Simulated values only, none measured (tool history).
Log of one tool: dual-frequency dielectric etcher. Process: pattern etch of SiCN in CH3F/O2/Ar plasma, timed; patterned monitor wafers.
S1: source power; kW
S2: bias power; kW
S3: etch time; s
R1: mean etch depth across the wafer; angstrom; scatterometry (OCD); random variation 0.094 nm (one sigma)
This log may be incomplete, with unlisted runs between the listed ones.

run,hour,S1,S2,S3,R1
1,0.0,0.430,0.072,46.0,159.00
2,6.5,0.430,0.072,42.5,148.54
3,14.0,0.460,0.076,43.0,153.98
4,19.8,0.400,0.076,43.0,150.13
5,28.3,0.440,0.082,43.5,162.70
6,30.5,0.470,0.085,43.5,167.71
7,38.5,0.490,0.087,43.5,170.74

Run 8 has not been measured yet. What should we expect?
8,46.2,0.490,0.087,43.5,?

{"run 8": {"R1": 170.53}}
